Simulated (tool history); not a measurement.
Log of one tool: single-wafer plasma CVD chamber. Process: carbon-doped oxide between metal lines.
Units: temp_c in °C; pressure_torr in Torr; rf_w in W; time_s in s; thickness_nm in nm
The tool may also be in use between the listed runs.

| run | day | temp_c | pressure_torr | rf_w | time_s | thickness_nm |
|---|---|---|---|---|---|---|
| 1 | 0.000 | 370 | 6.84 | 635 | 21.2 | 137.70 |
| 2 | 0.246 | 361 | 6.84 | 635 | 21.2 | 141.02 |
| 3 | 0.529 | 360 | 6.90 | 645 | 21.2 | 142.89 |
| 4 | 0.692 | 359 | 6.96 | 650 | 21.2 | 143.08 |
| 5 | 0.917 | 359 | 6.98 | 660 | 21.2 | 144.77 |
| 6 | 1.000 | 359 | 6.13 | 660 | 21.2 | 143.32 |
| 7 | 1.275 | 358 | 6.21 | 670 | 21.2 | 145.33 |
| 8 | 1.617 | 357 | 6.27 | 675 | 21.2 | 146.93 |

The next listed run, before its measurement:
| 9 | 1.833 | 356 | 6.31 | 680 | 21.2 | ? |

Run 9 gave thickness_nm 147.31 nm.
